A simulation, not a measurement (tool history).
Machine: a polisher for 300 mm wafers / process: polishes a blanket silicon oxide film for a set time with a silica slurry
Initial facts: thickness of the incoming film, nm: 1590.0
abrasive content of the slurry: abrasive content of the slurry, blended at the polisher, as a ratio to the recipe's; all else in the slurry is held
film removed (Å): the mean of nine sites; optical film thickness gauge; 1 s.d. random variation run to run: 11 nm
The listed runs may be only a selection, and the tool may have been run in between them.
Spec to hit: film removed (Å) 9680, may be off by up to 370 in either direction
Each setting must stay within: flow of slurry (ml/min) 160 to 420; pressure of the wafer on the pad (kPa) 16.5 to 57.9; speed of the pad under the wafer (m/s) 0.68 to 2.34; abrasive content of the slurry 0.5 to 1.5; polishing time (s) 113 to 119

run  hour  flow of slurry (ml/min)  pressure of the wafer on the pad (kPa)  speed of the pad under the wafer (m/s)  abrasive content of the slurry  polishing time (s)  film removed (Å)
  1     0                      270                                    37.2                                     1.5                               1                 113            5586.5
  2   7.3                      270                                    41.4                                    1.52                               1                 113            6255.9
  3   8.9                      270                                    44.8                                    1.54                               1                 113            6808.9
  4  13.8                      270                                    47.6                                    1.56                               1                 113              7093
  5  16.9                      270                                    47.6                                    1.56                             1.1                 113            7445.3
  6  21.6                      270                                    49.6                                    1.58                             1.1                 113            7943.6
  7  23.1                      270                                    51.7                                    1.58                             1.1                 113            8254.3
  8  29.4                      270                                    53.1                                     1.6                             1.1                 113            8596.2
  9  37.7                      270                                    54.5                                     1.6                             1.1                 113            8633.8
 10  38.8                      270                                    55.2                                    1.62                             1.1                 113            8628.8
 11  47.3                      270                                    55.8                                    1.66                             1.1                 113            9223.2
 12  53.8                      270                                    56.5                                    1.66                             1.1                 113            9008.7

Exercise: of the 5 proposed moves below, exactly one satisfies all targets within the stated allowed misses. Which move is it?
  A  60.3                      340                                    57.9                                    1.36                               1                 118                 ?
  B  60.3                      165                                    53.1                                    1.76                            1.05                 113                 ?
  C  60.3                      290                                    55.2                                    1.28                             1.4                 117                 ?
  D  60.3                      270                                    55.8                                    1.42                            0.95                 113                 ?
  E  60.3                      270                                    54.5                                    1.88                            1.05                 117                 ?

move  film removed (Å)
   A            8747.5
   B            8588.3
   C            8800.9
   D            8007.8
   E            9985.4
A: its largest miss is bigger than the last run's
B: its largest miss is bigger than the last run's
C: its largest miss is bigger than the last run's
D: its largest miss is bigger than the last run's
E: every result within its allowed miss
So the answer is move E, the one that meets all the targets.
